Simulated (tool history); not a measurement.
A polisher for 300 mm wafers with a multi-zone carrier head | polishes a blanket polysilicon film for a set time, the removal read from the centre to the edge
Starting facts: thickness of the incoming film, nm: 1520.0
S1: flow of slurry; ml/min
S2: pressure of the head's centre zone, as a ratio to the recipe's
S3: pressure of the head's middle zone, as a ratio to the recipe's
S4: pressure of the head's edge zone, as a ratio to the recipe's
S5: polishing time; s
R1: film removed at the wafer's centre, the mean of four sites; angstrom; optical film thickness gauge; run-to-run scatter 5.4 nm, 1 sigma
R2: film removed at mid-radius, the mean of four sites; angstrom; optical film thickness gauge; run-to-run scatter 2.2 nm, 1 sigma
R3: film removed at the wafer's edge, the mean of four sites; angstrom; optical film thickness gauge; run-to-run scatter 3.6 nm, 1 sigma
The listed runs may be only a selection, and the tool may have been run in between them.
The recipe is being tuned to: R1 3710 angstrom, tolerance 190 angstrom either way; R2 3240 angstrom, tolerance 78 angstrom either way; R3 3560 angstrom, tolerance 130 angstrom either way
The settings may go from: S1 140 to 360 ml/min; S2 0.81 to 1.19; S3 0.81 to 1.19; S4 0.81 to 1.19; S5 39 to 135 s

| run | hour | S1 | S2 | S3 | S4 | S5 | R1 | R2 | R3 |
|---|---|---|---|---|---|---|---|---|---|
| 1 | 0 | 230 | 1 | 1 | 1 | 87 | 5030.1 | 5180.7 | 5060.8 |
| 2 | 7.8 | 225 | 1 | 0.98 | 0.99 | 84 | 4861 | 4890.6 | 4926.1 |
| 3 | 10.7 | 225 | 1 | 0.97 | 0.98 | 80 | 4727.8 | 4634.7 | 4532.4 |
| 4 | 15.2 | 220 | 0.99 | 0.95 | 0.98 | 78 | 4474.6 | 4423.9 | 4460.9 |
| 5 | 22.6 | 245 | 0.99 | 0.95 | 0.98 | 78 | 4631.3 | 4485.7 | 4552.6 |
| 6 | 31.1 | 240 | 0.99 | 0.93 | 0.97 | 76 | 4522.4 | 4295.5 | 4357.2 |
| 7 | 32.5 | 185 | 0.96 | 0.83 | 0.96 | 61 | 3340.6 | 3023.3 | 3401.6 |
| 8 | 37.9 | 185 | 0.96 | 0.83 | 0.96 | 61 | 3336 | 3036.4 | 3457.7 |
| 9 | 42.1 | 195 | 0.96 | 0.83 | 0.96 | 61 | 3384.6 | 3024 | 3430.3 |
| 10 | 48.5 | 200 | 0.96 | 0.83 | 0.96 | 61 | 3374.9 | 3053.1 | 3419.4 |
| 11 | 56.2 | 205 | 0.96 | 0.83 | 0.96 | 61 | 3345.6 | 3066 | 3405.9 |

Which single option among these 4 for the next run brings every result within its allowed miss of target? Just one does.
| A | 63.9 | 170 | 0.9 | 0.81 | 1.12 | 65 | ? | ? | ? |
| B | 63.9 | 170 | 0.98 | 0.81 | 0.85 | 68 | ? | ? | ? |
| C | 63.9 | 255 | 0.99 | 0.87 | 0.94 | 63 | ? | ? | ? |
| D | 63.9 | 245 | 1.18 | 0.85 | 0.84 | 59 | ? | ? | ? |

| move | R1 | R2 | R3 |
|---|---|---|---|
| A | 3271.7 | 3130.1 | 3865.2 |
| B | 3729.5 | 3274.4 | 3544.5 |
| C | 3751.2 | 3424 | 3603.9 |
| D | 4168.5 | 3128.8 | 3194.8 |
A: the biggest miss grows against the last run
B: all results land within tolerance of their targets
C: takes the result that was furthest off past its target
D: the biggest miss grows against the last run
Correct choice: B, which meets every target
